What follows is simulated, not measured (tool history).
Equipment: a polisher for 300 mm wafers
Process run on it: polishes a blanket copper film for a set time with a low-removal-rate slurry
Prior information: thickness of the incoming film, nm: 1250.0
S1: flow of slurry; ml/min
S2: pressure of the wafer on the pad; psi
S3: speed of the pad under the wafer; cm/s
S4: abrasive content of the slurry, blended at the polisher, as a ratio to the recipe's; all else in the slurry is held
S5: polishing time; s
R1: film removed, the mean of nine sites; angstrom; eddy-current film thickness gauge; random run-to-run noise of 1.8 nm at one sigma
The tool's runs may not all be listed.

run,hour,S1,S2,S3,S4,S5,R1
1,0.0,250,2.5,114,1.0,44,1102.4
2,4.0,250,2.6,114,1.0,44,1122.5
3,12.0,250,2.7,114,1.0,44,1172.1
4,12.9,250,2.8,114,1.0,44,1203.5
5,20.2,250,2.8,114,1.1,44,1257.0
6,22.1,250,3.0,114,1.1,44,1348.7

What does the tool deliver on the next run?
7,30.9,250,3.0,114,1.1,44,?

R1: 1332.1 angstrom

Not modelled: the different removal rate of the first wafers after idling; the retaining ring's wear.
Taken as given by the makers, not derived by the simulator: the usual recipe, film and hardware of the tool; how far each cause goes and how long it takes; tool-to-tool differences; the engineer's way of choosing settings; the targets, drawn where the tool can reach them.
